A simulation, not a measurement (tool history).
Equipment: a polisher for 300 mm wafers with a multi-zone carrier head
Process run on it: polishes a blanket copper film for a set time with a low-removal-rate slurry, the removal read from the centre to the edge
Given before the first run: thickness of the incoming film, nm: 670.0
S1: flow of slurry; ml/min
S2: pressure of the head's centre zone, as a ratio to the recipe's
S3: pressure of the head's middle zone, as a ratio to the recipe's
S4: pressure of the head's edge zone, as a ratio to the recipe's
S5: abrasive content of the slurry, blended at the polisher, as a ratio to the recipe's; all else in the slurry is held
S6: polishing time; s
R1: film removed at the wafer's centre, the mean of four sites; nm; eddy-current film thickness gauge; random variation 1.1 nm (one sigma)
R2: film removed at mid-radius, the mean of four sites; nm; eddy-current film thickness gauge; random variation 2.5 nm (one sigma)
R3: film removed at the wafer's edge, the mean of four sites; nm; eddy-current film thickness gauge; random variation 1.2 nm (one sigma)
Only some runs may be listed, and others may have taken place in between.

| run | day | S1 | S2 | S3 | S4 | S5 | S6 | R1 | R2 | R3 |
|---|---|---|---|---|---|---|---|---|---|---|
| 1 | 0.000 | 300 | 1.00 | 1.00 | 1.00 | 1.00 | 61 | 136.10 | 137.65 | 139.89 |
| 2 | 0.258 | 305 | 1.01 | 1.02 | 1.02 | 1.05 | 61 | 140.48 | 136.46 | 141.97 |
| 3 | 0.575 | 305 | 1.01 | 1.02 | 1.07 | 1.05 | 61 | 139.62 | 139.60 | 144.92 |
| 4 | 0.629 | 265 | 1.01 | 1.02 | 1.07 | 1.05 | 61 | 136.59 | 138.16 | 144.30 |
| 5 | 0.733 | 265 | 1.01 | 0.97 | 1.07 | 1.05 | 61 | 137.84 | 132.08 | 145.62 |
| 6 | 0.758 | 265 | 1.02 | 0.99 | 1.07 | 1.10 | 62 | 144.26 | 138.90 | 148.41 |
| 7 | 0.975 | 265 | 1.02 | 1.01 | 1.08 | 1.15 | 63 | 147.32 | 144.22 | 152.63 |
| 8 | 1.342 | 265 | 1.03 | 1.03 | 1.09 | 1.20 | 64 | 154.16 | 148.36 | 159.50 |
| 9 | 1.658 | 265 | 1.03 | 1.03 | 1.09 | 1.20 | 64 | 155.20 | 149.13 | 156.96 |
| 10 | 1.717 | 265 | 1.03 | 1.05 | 1.10 | 1.25 | 64 | 154.80 | 149.36 | 161.13 |

Run 11, settings as shown, results not yet in. Your forecast:
| 11 | 1.754 | 265 | 1.03 | 1.07 | 1.09 | 1.25 | 65 | ? | ? | ? |

R1: 156.74 nm
R2: 157.83 nm
R3: 162.83 nm
